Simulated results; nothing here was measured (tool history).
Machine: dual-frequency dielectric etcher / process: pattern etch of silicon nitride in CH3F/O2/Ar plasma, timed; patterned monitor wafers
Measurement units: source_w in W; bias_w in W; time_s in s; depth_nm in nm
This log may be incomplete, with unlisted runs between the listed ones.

run 1 hour=0.0 | source_w=300 bias_w=55 time_s=69 | depth_nm=42.141
run 2 hour=3.6 | source_w=300 bias_w=60 time_s=69 | depth_nm=43.468
run 3 hour=4.8 | source_w=310 bias_w=60 time_s=69 | depth_nm=43.960
run 4 hour=11.7 | source_w=260 bias_w=60 time_s=69 | depth_nm=41.116
run 5 hour=15.5 | source_w=280 bias_w=60 time_s=69 | depth_nm=42.250
run 6 hour=19.2 | source_w=300 bias_w=60 time_s=69 | depth_nm=43.144
run 7 hour=28.3 | source_w=310 bias_w=61 time_s=69 | depth_nm=44.247

Run 8 is up next; what results do you expect?
run 8 hour=36.9 | source_w=310 bias_w=61 time_s=69 | depth_nm=?

depth_nm: 43.692 nm

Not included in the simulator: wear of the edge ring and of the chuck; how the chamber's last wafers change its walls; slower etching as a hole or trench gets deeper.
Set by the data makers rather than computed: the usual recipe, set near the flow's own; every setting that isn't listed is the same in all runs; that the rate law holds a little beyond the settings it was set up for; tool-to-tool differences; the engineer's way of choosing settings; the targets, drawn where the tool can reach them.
